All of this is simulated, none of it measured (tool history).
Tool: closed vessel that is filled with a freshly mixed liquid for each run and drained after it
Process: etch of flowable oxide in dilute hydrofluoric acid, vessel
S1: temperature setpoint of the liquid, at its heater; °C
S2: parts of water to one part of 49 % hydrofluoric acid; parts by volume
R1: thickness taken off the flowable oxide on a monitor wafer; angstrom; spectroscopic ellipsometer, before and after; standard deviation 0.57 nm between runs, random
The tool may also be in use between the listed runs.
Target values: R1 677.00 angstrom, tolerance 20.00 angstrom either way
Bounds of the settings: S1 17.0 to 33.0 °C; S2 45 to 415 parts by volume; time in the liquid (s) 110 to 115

Run 1, hour 0.0: S1 25.0 °C, S2 230 parts by volume, time in the liquid (s) 110. Result: R1 186.77 angstrom.
Run 2, hour 8.6: S1 25.0 °C, S2 190 parts by volume, time in the liquid (s) 110. Result: R1 237.45 angstrom.
Run 3, hour 11.7: S1 27.0 °C, S2 150 parts by volume, time in the liquid (s) 110. Result: R1 334.33 angstrom.
Run 4, hour 13.5: S1 28.5 °C, S2 130 parts by volume, time in the liquid (s) 110. Result: R1 423.86 angstrom.
Run 5, hour 18.7: S1 28.5 °C, S2 130 parts by volume, time in the liquid (s) 110. Result: R1 419.77 angstrom.
Run 6, hour 25.1: S1 30.0 °C, S2 120 parts by volume, time in the liquid (s) 110. Result: R1 487.11 angstrom.
Run 7, hour 31.1: S1 31.0 °C, S2 110 parts by volume, time in the liquid (s) 110. Result: R1 563.16 angstrom.
Run 8, hour 37.8: S1 31.5 °C, S2 105 parts by volume, time in the liquid (s) 110. Result: R1 615.15 angstrom.

Of the 5 settings listed for the next run, only one would bring every result within its allowed miss of target. Which one?
Run A, hour 44.5: S1 31.5 °C, S2 95 parts by volume, time in the liquid (s) 110. Result: R1 ?.
Run B, hour 44.5: S1 29.5 °C, S2 85 parts by volume, time in the liquid (s) 110. Result: R1 ?.
Run C, hour 44.5: S1 32.5 °C, S2 110 parts by volume, time in the liquid (s) 115. Result: R1 ?.
Run D, hour 44.5: S1 32.0 °C, S2 105 parts by volume, time in the liquid (s) 110. Result: R1 ?.
Run E, hour 44.5: S1 32.5 °C, S2 95 parts by volume, time in the liquid (s) 115. Result: R1 ?.

move      R1
   A  688.49
   B  724.12
   C  630.78
   D  625.25
   E  746.89
A: each result inside its tolerance
B: carries the result that was furthest off beyond its target, to the other side
C: nearer the targets than the last run, but a result is still out of spec
D: nearer the targets than the last run, but a result is still out of spec
E: carries the result that was furthest off beyond its target, to the other side
A is the move that brings every result within its allowed miss.

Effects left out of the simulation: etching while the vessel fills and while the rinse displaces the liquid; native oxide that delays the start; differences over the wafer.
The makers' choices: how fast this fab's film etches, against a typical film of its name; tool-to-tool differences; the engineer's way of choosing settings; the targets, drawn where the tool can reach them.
